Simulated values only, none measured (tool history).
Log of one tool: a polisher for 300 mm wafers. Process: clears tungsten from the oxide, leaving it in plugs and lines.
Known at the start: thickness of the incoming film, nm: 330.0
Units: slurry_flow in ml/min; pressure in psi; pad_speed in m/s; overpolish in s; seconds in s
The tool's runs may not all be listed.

run 1 hour=0 | slurry_flow=125 pressure=3.7 pad_speed=1.4 slurry_solids=1 overpolish=27 | seconds=55.88
run 2 hour=8.7 | slurry_flow=125 pressure=3.5 pad_speed=1.38 slurry_solids=1 overpolish=27 | seconds=61.788
run 3 hour=9.5 | slurry_flow=125 pressure=3.4 pad_speed=1.38 slurry_solids=1 overpolish=27 | seconds=59.662
run 4 hour=14.2 | slurry_flow=125 pressure=3.2 pad_speed=1.36 slurry_solids=1 overpolish=27 | seconds=62.799
run 5 hour=22.2 | slurry_flow=125 pressure=3 pad_speed=1.34 slurry_solids=1 overpolish=27 | seconds=68.119
run 6 hour=27.6 | slurry_flow=150 pressure=3 pad_speed=1.34 slurry_solids=1 overpolish=27 | seconds=66.966
run 7 hour=29.7 | slurry_flow=150 pressure=2.9 pad_speed=1.34 slurry_solids=1 overpolish=27 | seconds=69.158
run 8 hour=32.8 | slurry_flow=150 pressure=2.8 pad_speed=1.34 slurry_solids=1 overpolish=27 | seconds=68.782

Forecast run 9:
run 9 hour=34.4 | slurry_flow=150 pressure=2.7 pad_speed=1.34 slurry_solids=1 overpolish=27 | seconds=?

Run 9 gave seconds 70.408 s.

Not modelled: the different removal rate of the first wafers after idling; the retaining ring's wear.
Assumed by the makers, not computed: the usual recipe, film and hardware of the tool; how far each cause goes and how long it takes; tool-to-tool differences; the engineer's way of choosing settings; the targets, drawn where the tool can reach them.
